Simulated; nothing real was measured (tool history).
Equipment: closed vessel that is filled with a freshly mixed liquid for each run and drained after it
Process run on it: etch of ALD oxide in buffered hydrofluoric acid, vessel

| run | hour | temperature setpoint of the liquid (C) | parts of 40 % ammonium fluoride to one part of 49 % hydrofluoric acid (parts by volume) | time in the liquid (s) | thickness taken off the ALD oxide on a monitor wafer (angstrom) |
|---|---|---|---|---|---|
| 1 | 0.0 | 25.0 | 14.0 | 90 | 1553.8 |
| 2 | 4.6 | 25.0 | 11.5 | 90 | 1907.2 |
| 3 | 9.1 | 23.5 | 12.0 | 90 | 1674.8 |
| 4 | 16.6 | 22.5 | 12.5 | 90 | 1512.7 |
| 5 | 18.9 | 21.5 | 13.0 | 90 | 1383.6 |
| 6 | 27.0 | 21.5 | 16.0 | 90 | 1137.1 |

Run 7 comes next. What will it give?
| 7 | 33.2 | 21.0 | 16.0 | 90 | ? |

thickness taken off the ALD oxide on a monitor wafer (angstrom): 1102.9
